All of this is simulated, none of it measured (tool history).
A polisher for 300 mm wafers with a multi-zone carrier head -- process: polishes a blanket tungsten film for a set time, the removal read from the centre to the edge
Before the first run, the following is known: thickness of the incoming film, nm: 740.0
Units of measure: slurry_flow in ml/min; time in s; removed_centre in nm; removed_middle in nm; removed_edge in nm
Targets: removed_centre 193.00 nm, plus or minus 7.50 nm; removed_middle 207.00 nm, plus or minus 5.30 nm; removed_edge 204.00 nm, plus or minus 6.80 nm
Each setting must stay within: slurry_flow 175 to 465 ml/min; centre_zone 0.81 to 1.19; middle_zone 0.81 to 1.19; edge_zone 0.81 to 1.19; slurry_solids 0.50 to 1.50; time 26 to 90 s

run,hour,slurry_flow,centre_zone,middle_zone,edge_zone,slurry_solids,time,removed_centre,removed_middle,removed_edge
1,0.0,295,1.00,1.00,1.00,1.00,58,270.09,266.07,267.97
2,1.3,290,0.97,0.99,0.97,0.90,57,249.87,252.65,253.49
3,9.9,290,0.95,0.98,0.95,0.80,56,235.08,238.76,241.39
4,16.3,285,0.93,0.98,0.93,0.75,55,223.65,232.73,229.22
5,22.0,285,0.93,0.98,0.93,0.90,55,230.22,241.46,239.59
6,28.8,285,0.93,0.98,0.88,0.90,55,231.33,243.77,238.56
7,33.8,285,0.93,0.98,0.88,0.90,55,224.81,244.25,237.03
8,39.6,280,0.92,0.97,0.87,0.80,55,217.22,230.34,226.04
9,44.4,270,0.91,0.96,0.86,0.75,55,216.82,227.15,220.94
10,52.5,260,0.81,0.90,0.85,0.55,53,176.94,193.69,197.30
11,55.4,270,0.82,0.91,0.85,0.55,53,175.89,194.34,199.54
12,57.0,270,0.84,0.92,0.85,0.55,53,178.90,197.00,197.69
13,65.6,275,0.85,0.93,0.86,0.55,53,182.86,199.62,205.05
14,72.3,275,0.85,0.93,0.86,0.55,53,183.02,197.58,202.06
15,75.0,275,0.86,0.94,0.86,0.55,53,184.14,200.69,198.58
16,80.2,280,0.87,0.94,0.87,0.55,53,186.99,200.48,201.56

Exactly one of the 5 candidate moves below puts every result within its allowed miss. Which one?
A,85.4,190,0.89,0.95,0.81,0.55,58,?,?,?
B,85.4,295,0.99,1.02,0.88,0.55,53,?,?,?
C,85.4,225,0.94,1.05,0.90,0.65,49,?,?,?
D,85.4,175,1.01,0.94,0.81,0.50,60,?,?,?
E,85.4,265,0.83,0.99,0.88,0.60,52,?,?,?

move,removed_centre,removed_middle,removed_edge
A,194.13,209.45,206.27
B,207.76,216.35,204.48
C,183.77,205.45,192.86
D,214.30,206.89,206.60
E,177.49,208.50,202.65
A: hits every target within its allowed miss
B: carries the result that was furthest off beyond its target, to the other side
C: brings the result that was furthest off to its target, and leaves another outside
D: brings the result that was furthest off to its target, and leaves another outside
E: brings the result that was furthest off to its target, and leaves another outside
Answer: A

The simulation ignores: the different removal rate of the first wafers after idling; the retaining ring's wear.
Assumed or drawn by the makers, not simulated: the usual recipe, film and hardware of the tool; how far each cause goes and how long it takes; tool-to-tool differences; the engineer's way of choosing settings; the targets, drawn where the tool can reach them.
